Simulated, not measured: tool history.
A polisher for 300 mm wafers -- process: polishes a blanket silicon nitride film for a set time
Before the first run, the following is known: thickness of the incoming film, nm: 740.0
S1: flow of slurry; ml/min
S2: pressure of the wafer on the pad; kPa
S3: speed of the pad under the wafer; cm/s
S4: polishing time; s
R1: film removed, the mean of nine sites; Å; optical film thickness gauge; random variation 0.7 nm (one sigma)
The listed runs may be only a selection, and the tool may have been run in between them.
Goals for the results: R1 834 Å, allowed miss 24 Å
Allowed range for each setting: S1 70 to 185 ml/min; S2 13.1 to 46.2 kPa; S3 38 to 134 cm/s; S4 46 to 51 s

{"run": 1, "hour": 0.0, "S1": 120, "S2": 29.6, "S3": 86, "S4": 51, "R1": 1032.8}
{"run": 2, "hour": 5.3, "S1": 120, "S2": 29.6, "S3": 86, "S4": 51, "R1": 1018.6}
{"run": 3, "hour": 10.2, "S1": 115, "S2": 29, "S3": 86, "S4": 51, "R1": 997.63}
{"run": 4, "hour": 15.3, "S1": 115, "S2": 29, "S3": 86, "S4": 46, "R1": 911.34}
{"run": 5, "hour": 16.9, "S1": 110, "S2": 29, "S3": 86, "S4": 46, "R1": 903.02}
{"run": 6, "hour": 19.2, "S1": 110, "S2": 29, "S3": 86, "S4": 51, "R1": 994.91}
{"run": 7, "hour": 25.5, "S1": 110, "S2": 27.6, "S3": 86, "S4": 51, "R1": 950.72}
{"run": 8, "hour": 29.7, "S1": 110, "S2": 26.9, "S3": 86, "S4": 51, "R1": 927.8}
{"run": 9, "hour": 31.4, "S1": 105, "S2": 26.2, "S3": 86, "S4": 51, "R1": 889.64}
{"run": 10, "hour": 35.3, "S1": 100, "S2": 26.2, "S3": 86, "S4": 51, "R1": 880.2}
{"run": 11, "hour": 38.0, "S1": 95, "S2": 26.2, "S3": 86, "S4": 51, "R1": 883}

Exactly one of the 4 candidate moves below puts every result within its allowed miss. Which one?
{"run": "A", "hour": 40.7, "S1": 85, "S2": 30.3, "S3": 88, "S4": 47, "R1": "?"}
{"run": "B", "hour": 40.7, "S1": 95, "S2": 25.5, "S3": 94, "S4": 49, "R1": "?"}
{"run": "C", "hour": 40.7, "S1": 100, "S2": 31, "S3": 74, "S4": 47, "R1": "?"}
{"run": "D", "hour": 40.7, "S1": 80, "S2": 29, "S3": 92, "S4": 47, "R1": "?"}

move=A R1=894.63
move=B R1=880.18
move=C R1=831.8
move=D R1=874.38
A: lands further from the targets than the last run did
B: nearer the targets than the last run, but a result is still out of spec
C: all results in spec
D: nearer the targets than the last run, but a result is still out of spec
C meets every target.

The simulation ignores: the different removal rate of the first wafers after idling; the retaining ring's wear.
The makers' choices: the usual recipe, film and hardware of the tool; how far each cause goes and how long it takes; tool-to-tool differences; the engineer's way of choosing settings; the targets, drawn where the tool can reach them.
